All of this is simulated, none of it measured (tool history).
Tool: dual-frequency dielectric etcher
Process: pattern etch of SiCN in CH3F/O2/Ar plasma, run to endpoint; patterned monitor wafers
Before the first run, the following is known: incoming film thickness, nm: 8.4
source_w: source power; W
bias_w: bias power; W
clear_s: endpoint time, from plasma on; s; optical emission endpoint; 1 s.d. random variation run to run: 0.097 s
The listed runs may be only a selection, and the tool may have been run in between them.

{"run": 1, "day": 0.0, "source_w": 490, "bias_w": 82, "clear_s": 16.181}
{"run": 2, "day": 0.262, "source_w": 490, "bias_w": 75, "clear_s": 16.647}
{"run": 3, "day": 0.471, "source_w": 550, "bias_w": 83, "clear_s": 15.142}
{"run": 4, "day": 0.621, "source_w": 590, "bias_w": 85, "clear_s": 14.525}
{"run": 5, "day": 0.746, "source_w": 590, "bias_w": 90, "clear_s": 14.001}
{"run": 6, "day": 0.958, "source_w": 590, "bias_w": 83, "clear_s": 14.759}
{"run": 7, "day": 1.125, "source_w": 620, "bias_w": 86, "clear_s": 13.806}

What will run 8 give?
{"run": 8, "day": 1.404, "source_w": 630, "bias_w": 86, "clear_s": "?"}

{"run 8": {"clear_s": 13.832}}

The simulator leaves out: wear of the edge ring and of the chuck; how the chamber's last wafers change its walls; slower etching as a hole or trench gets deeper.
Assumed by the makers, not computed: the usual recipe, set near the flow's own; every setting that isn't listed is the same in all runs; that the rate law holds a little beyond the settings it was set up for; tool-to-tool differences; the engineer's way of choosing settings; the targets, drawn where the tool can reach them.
